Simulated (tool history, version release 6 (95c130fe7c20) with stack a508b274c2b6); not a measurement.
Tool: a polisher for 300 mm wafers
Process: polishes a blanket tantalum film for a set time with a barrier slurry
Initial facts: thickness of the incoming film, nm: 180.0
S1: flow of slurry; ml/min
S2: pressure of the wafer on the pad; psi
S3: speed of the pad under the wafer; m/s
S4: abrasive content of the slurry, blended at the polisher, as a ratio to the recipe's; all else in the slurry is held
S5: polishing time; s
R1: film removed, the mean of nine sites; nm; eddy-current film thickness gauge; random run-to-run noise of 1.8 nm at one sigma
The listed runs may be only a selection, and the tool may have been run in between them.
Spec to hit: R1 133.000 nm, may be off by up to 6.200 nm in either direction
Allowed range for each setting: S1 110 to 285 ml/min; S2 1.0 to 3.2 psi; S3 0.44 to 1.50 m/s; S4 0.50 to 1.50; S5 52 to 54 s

{"run": 1, "hour": 0.0, "S1": 180, "S2": 2.1, "S3": 0.96, "S4": 1.0, "S5": 52, "R1": 88.772}
{"run": 2, "hour": 1.2, "S1": 180, "S2": 2.3, "S3": 0.96, "S4": 1.0, "S5": 52, "R1": 95.577}
{"run": 3, "hour": 9.0, "S1": 180, "S2": 2.5, "S3": 0.96, "S4": 1.0, "S5": 52, "R1": 100.67}
{"run": 4, "hour": 15.9, "S1": 180, "S2": 2.7, "S3": 0.98, "S4": 1.0, "S5": 52, "R1": 111.24}
{"run": 5, "hour": 18.9, "S1": 180, "S2": 2.4, "S3": 0.98, "S4": 1.0, "S5": 52, "R1": 100.05}
{"run": 6, "hour": 21.9, "S1": 180, "S2": 2.4, "S3": 0.98, "S4": 0.85, "S5": 52, "R1": 96.37}
{"run": 7, "hour": 25.7, "S1": 180, "S2": 2.6, "S3": 1.0, "S4": 0.85, "S5": 52, "R1": 104.06}
{"run": 8, "hour": 29.7, "S1": 180, "S2": 2.8, "S3": 1.02, "S4": 0.85, "S5": 52, "R1": 114.21}
{"run": 9, "hour": 31.7, "S1": 180, "S2": 2.9, "S3": 1.02, "S4": 0.85, "S5": 52, "R1": 118.29}
{"run": 10, "hour": 33.9, "S1": 180, "S2": 3.0, "S3": 1.02, "S4": 0.85, "S5": 52, "R1": 117.24}
{"run": 11, "hour": 41.2, "S1": 180, "S2": 3.1, "S3": 1.04, "S4": 0.85, "S5": 52, "R1": 129.86}

4 candidate next runs follow, results not yet known. Just one meets every target within its allowed miss. Identify it.
{"run": "A", "hour": 48.5, "S1": 110, "S2": 3.1, "S3": 1.16, "S4": 0.85, "S5": 52, "R1": "?"}
{"run": "B", "hour": 48.5, "S1": 160, "S2": 3.0, "S3": 1.02, "S4": 0.95, "S5": 52, "R1": "?"}
{"run": "C", "hour": 48.5, "S1": 155, "S2": 1.9, "S3": 1.46, "S4": 0.75, "S5": 54, "R1": "?"}
{"run": "D", "hour": 48.5, "S1": 180, "S2": 3.2, "S3": 0.94, "S4": 0.95, "S5": 52, "R1": "?"}

move=A R1=134.280
move=B R1=124.240
move=C R1=115.270
move=D R1=122.590
A: all results land within tolerance of their targets
B: further off than the last run
C: further off than the last run
D: further off than the last run
Correct choice: A, which meets every target
